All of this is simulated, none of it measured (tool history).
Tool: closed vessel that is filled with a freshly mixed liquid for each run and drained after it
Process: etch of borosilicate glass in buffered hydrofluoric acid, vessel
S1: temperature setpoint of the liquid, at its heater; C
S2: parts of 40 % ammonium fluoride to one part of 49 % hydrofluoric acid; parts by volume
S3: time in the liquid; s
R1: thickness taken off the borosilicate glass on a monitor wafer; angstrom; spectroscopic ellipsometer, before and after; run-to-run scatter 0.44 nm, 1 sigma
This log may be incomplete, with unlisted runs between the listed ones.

{"run": 1, "hour": 0.0, "S1": 25.0, "S2": 20.5, "S3": 40, "R1": 264.82}
{"run": 2, "hour": 8.0, "S1": 26.5, "S2": 17.5, "S3": 40, "R1": 336.29}
{"run": 3, "hour": 17.0, "S1": 26.5, "S2": 17.5, "S3": 40, "R1": 334.28}
{"run": 4, "hour": 22.7, "S1": 23.5, "S2": 17.5, "S3": 40, "R1": 281.21}
{"run": 5, "hour": 23.3, "S1": 26.5, "S2": 17.5, "S3": 40, "R1": 330.05}
{"run": 6, "hour": 25.3, "S1": 28.0, "S2": 15.5, "S3": 40, "R1": 403.27}
{"run": 7, "hour": 30.0, "S1": 29.0, "S2": 14.5, "S3": 40, "R1": 454.84}
{"run": 8, "hour": 33.1, "S1": 29.5, "S2": 13.5, "S3": 40, "R1": 497.0}
{"run": 9, "hour": 41.8, "S1": 30.0, "S2": 13.0, "S3": 40, "R1": 531.98}
{"run": 10, "hour": 44.6, "S1": 32.0, "S2": 11.0, "S3": 40, "R1": 701.96}

The next listed run, before its measurement:
{"run": 11, "hour": 45.3, "S1": 31.5, "S2": 11.0, "S3": 40, "R1": "?"}

R1: 693.31 angstrom
